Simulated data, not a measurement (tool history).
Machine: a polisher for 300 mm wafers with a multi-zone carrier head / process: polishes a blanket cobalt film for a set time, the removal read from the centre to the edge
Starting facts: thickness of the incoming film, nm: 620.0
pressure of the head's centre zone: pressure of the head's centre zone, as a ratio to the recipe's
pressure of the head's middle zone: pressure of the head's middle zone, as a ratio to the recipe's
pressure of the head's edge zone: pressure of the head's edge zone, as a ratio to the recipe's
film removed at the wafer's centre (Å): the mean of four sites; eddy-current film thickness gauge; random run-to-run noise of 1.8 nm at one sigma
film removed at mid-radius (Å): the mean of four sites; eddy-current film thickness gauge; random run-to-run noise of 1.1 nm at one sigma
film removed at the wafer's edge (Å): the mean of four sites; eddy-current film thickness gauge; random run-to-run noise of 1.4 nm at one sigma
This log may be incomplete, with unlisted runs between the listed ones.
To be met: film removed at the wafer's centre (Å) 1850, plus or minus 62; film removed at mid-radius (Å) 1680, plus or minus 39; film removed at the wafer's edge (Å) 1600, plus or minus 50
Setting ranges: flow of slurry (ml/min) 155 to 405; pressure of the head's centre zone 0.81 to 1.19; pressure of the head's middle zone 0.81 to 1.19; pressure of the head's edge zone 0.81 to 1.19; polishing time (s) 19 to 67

| run | day | flow of slurry (ml/min) | pressure of the head's centre zone | pressure of the head's middle zone | pressure of the head's edge zone | polishing time (s) | film removed at the wafer's centre (Å) | film removed at mid-radius (Å) | film removed at the wafer's edge (Å) |
|---|---|---|---|---|---|---|---|---|---|
| 1 | 0 | 260 | 1 | 1 | 1 | 43 | 1901 | 1954.9 | 1978.2 |
| 2 | 0.233 | 255 | 1.01 | 1 | 0.97 | 42 | 1864.8 | 1910.5 | 1871.6 |
| 3 | 0.292 | 320 | 1.01 | 1 | 0.97 | 42 | 1953.2 | 1921.2 | 1923.8 |
| 4 | 0.592 | 320 | 1.01 | 1.06 | 0.97 | 42 | 1931.6 | 2020.5 | 1916.6 |
| 5 | 0.654 | 350 | 1.01 | 1.06 | 0.97 | 42 | 1973.9 | 2065.9 | 1935.8 |
| 6 | 0.883 | 350 | 1.01 | 0.99 | 0.97 | 42 | 1967.2 | 1959.2 | 1924.2 |
| 7 | 1.238 | 350 | 1.01 | 0.99 | 0.97 | 42 | 1938.9 | 1933.6 | 1932.7 |
| 8 | 1.521 | 345 | 1.02 | 0.98 | 0.95 | 42 | 1987.3 | 1926 | 1912.7 |
| 9 | 1.875 | 340 | 1.02 | 0.97 | 0.93 | 41 | 1888.3 | 1853.7 | 1844.2 |
| 10 | 2.046 | 340 | 1.02 | 0.97 | 0.93 | 41 | 1906.2 | 1858.8 | 1850.6 |
| 11 | 2.067 | 335 | 1.03 | 0.97 | 0.91 | 40 | 1888.1 | 1827.3 | 1803.4 |
| 12 | 2.371 | 335 | 1.04 | 0.97 | 0.9 | 39 | 1846.1 | 1770.3 | 1746.7 |
| 13 | 2.742 | 335 | 1.05 | 0.97 | 0.89 | 39 | 1870.8 | 1774.2 | 1725.6 |

Below are 5 possible settings for the next run. Only one of them brings all results inside the allowed miss of their targets. Which is it?
| A | 3.112 | 340 | 1.01 | 1.05 | 0.85 | 39 | ? | ? | ? |
| B | 3.112 | 325 | 1.01 | 0.83 | 1.07 | 40 | ? | ? | ? |
| C | 3.112 | 305 | 1.12 | 1.17 | 0.81 | 36 | ? | ? | ? |
| D | 3.112 | 305 | 1.05 | 1.04 | 0.88 | 40 | ? | ? | ? |
| E | 3.112 | 350 | 1.08 | 0.97 | 0.84 | 37 | ? | ? | ? |

| move | film removed at the wafer's centre (Å) | film removed at mid-radius (Å) | film removed at the wafer's edge (Å) |
|---|---|---|---|
| A | 1789 | 1885 | 1680.4 |
| B | 1825.8 | 1591.5 | 1922.3 |
| C | 1809.4 | 1889.6 | 1507.3 |
| D | 1888.2 | 1903 | 1740.7 |
| E | 1812.6 | 1677.9 | 1589.9 |
A: moves away from the targets compared with the last run
B: moves away from the targets compared with the last run
C: moves the result that the last run missed by most past its target, out the other side
D: moves away from the targets compared with the last run
E: all results land within tolerance of their targets
Go with E: it meets all targets.
